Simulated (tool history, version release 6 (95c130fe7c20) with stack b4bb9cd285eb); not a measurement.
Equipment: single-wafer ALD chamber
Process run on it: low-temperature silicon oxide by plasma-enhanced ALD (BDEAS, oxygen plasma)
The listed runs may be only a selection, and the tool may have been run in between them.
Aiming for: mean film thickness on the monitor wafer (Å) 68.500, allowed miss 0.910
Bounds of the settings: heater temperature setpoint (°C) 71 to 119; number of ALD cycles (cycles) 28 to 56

run    day  heater temperature setpoint (°C)  number of ALD cycles (cycles)  mean film thickness on the monitor wafer (Å)
  1  0.000                                95                             42                                        63.927
  2  0.321                                95                             48                                        73.241
  3  0.379                                97                             48                                        72.644
  4  0.471                                97                             42                                        63.562
  5  0.771                                95                             42                                        64.354
  6  0.946                                93                             42                                        64.586
  7  1.292                                91                             42                                        64.773
  8  1.467                                89                             42                                        65.659
  9  1.792                                88                             42                                        65.492
 10  1.892                                76                             43                                        70.252
 11  2.100                                77                             43                                        69.915
 12  2.204                                78                             43                                        69.457

4 candidate next runs follow, results not yet known. Just one meets every target within its allowed miss. Identify it.
  A  2.308                                82                             44                                             ?
  B  2.308                                79                             44                                             ?
  C  2.308                                74                             43                                             ?
  D  2.308                                82                             43                                             ?

move  mean film thickness on the monitor wafer (Å)
   A                                        70.324
   B                                        71.046
   C                                        70.608
   D                                        68.726
A: its largest miss is bigger than the last run's
B: its largest miss is bigger than the last run's
C: its largest miss is bigger than the last run's
D: every result within its allowed miss
Correct choice: D, which meets every target

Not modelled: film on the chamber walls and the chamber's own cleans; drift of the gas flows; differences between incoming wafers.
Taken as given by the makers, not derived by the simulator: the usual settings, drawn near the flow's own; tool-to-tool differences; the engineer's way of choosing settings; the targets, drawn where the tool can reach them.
